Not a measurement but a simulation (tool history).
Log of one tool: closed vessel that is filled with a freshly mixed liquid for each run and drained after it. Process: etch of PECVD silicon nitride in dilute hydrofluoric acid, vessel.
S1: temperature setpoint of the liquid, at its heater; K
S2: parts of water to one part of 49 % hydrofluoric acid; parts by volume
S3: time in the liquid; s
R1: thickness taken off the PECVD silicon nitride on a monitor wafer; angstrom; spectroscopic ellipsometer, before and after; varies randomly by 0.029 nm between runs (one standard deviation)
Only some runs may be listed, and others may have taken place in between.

run	hour	S1	S2	S3	R1
1	0.0	294.15	90	195	71.719
2	1.9	293.65	95	195	65.560
3	6.4	293.15	100	195	60.934
4	10.7	293.15	100	195	60.736
5	13.0	293.15	115	195	53.250
6	17.5	293.15	100	195	60.733

Forecast run 7:
7	23.5	292.65	105	195	?

Logged for run 7: R1 56.381 angstrom.
